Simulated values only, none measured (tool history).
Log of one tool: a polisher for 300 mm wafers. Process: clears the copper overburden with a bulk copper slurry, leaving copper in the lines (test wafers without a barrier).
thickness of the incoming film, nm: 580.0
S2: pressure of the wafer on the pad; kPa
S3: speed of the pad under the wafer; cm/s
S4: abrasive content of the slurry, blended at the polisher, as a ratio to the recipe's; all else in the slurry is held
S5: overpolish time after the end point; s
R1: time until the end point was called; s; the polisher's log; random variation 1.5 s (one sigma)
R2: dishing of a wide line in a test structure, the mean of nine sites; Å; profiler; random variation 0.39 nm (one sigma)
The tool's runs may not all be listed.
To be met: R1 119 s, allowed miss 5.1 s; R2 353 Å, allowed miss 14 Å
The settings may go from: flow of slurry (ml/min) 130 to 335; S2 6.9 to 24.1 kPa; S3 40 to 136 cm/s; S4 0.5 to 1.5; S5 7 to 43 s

run 1 hour=0 | flow_of_slurry_(ml/min)=215 S2=15.2 S3=88 S4=1 S5=22 | R1=80.594 R2=860.38
run 2 hour=2.4 | flow_of_slurry_(ml/min)=215 S2=13.8 S3=90 S4=1 S5=19 | R1=83.918 R2=760.1
run 3 hour=10.3 | flow_of_slurry_(ml/min)=215 S2=13.8 S3=98 S4=1 S5=19 | R1=77.771 R2=802.4
run 4 hour=18.1 | flow_of_slurry_(ml/min)=215 S2=13.8 S3=98 S4=1 S5=24 | R1=78.4 R2=916.96
run 5 hour=21.2 | flow_of_slurry_(ml/min)=225 S2=12.4 S3=94 S4=1.05 S5=21 | R1=86.659 R2=787.34
run 6 hour=28.1 | flow_of_slurry_(ml/min)=225 S2=12.4 S3=94 S4=1.25 S5=21 | R1=83.285 R2=829.25
run 7 hour=29.8 | flow_of_slurry_(ml/min)=210 S2=11.7 S3=94 S4=1.1 S5=18 | R1=88.999 R2=705.98
run 8 hour=32.4 | flow_of_slurry_(ml/min)=195 S2=11 S3=94 S4=1 S5=16 | R1=93.971 R2=610.17
run 9 hour=40.8 | flow_of_slurry_(ml/min)=195 S2=11 S3=94 S4=1 S5=16 | R1=93.339 R2=613.55
run 10 hour=44.7 | flow_of_slurry_(ml/min)=205 S2=6.9 S3=92 S4=1 S5=7 | R1=117.8 R2=254.93
run 11 hour=48.4 | flow_of_slurry_(ml/min)=195 S2=6.9 S3=92 S4=1 S5=7 | R1=121.75 R2=247.59
run 12 hour=51.5 | flow_of_slurry_(ml/min)=190 S2=6.9 S3=90 S4=1.05 S5=8 | R1=122.24 R2=279.25
run 13 hour=58.6 | flow_of_slurry_(ml/min)=190 S2=6.9 S3=90 S4=1.05 S5=8 | R1=124.43 R2=275.2
run 14 hour=62.9 | flow_of_slurry_(ml/min)=180 S2=6.9 S3=90 S4=1.05 S5=8 | R1=123.42 R2=275.79
run 15 hour=63.5 | flow_of_slurry_(ml/min)=175 S2=6.9 S3=90 S4=1.05 S5=8 | R1=127.53 R2=273.3
run 16 hour=68.2 | flow_of_slurry_(ml/min)=170 S2=7.6 S3=90 S4=1.05 S5=8 | R1=119.84 R2=284.66
run 17 hour=71.8 | flow_of_slurry_(ml/min)=170 S2=7.6 S3=90 S4=1.05 S5=8 | R1=120.32 R2=283.46
run 18 hour=79.4 | flow_of_slurry_(ml/min)=170 S2=7.6 S3=90 S4=1.05 S5=9 | R1=120.64 R2=310.55

Which of these 4 next moves meets every target?
run A hour=87 | flow_of_slurry_(ml/min)=220 S2=6.9 S3=88 S4=1 S5=9 | R1=? R2=?
run B hour=87 | flow_of_slurry_(ml/min)=140 S2=6.9 S3=90 S4=1.05 S5=11 | R1=? R2=?
run C hour=87 | flow_of_slurry_(ml/min)=150 S2=8.3 S3=86 S4=1.3 S5=10 | R1=? R2=?
run D hour=87 | flow_of_slurry_(ml/min)=185 S2=6.9 S3=104 S4=0.95 S5=7 | R1=? R2=?

move=A R1=127.76 R2=304.97
move=B R1=133.74 R2=347.65
move=C R1=120.02 R2=353.8
move=D R1=112.8 R2=273.29
A: further off than the last run
B: brings the result that was furthest off to its target, and leaves another outside
C: meets every target
D: further off than the last run
Move C is the one to make.

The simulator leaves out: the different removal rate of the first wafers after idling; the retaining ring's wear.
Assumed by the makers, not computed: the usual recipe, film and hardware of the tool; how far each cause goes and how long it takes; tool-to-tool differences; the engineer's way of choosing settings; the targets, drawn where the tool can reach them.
